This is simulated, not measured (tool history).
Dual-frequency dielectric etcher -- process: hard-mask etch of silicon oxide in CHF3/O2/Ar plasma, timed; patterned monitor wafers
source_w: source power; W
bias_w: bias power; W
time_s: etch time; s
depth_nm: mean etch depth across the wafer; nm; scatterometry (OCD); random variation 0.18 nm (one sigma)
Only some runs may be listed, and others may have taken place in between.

run  hour  source_w  bias_w  time_s  depth_nm
  1     0       740     236    19.5    44.128
  2   3.6       650     236    19.5    42.403
  3   8.5       650     236    20.5    44.511
  4  15.8       650     236    19.5    41.887
  5    22       590     225    19.5    40.376
  6    31       590     225    19.5    40.141
  7  35.5       550     215    19.5     38.88
     38.4  -- bias power generator calibrated
  8  38.4       550     215    19.5    38.275

What does the tool deliver on the next run?
  9  45.3       520     212    19.5         ?

depth_nm: 37.602 nm
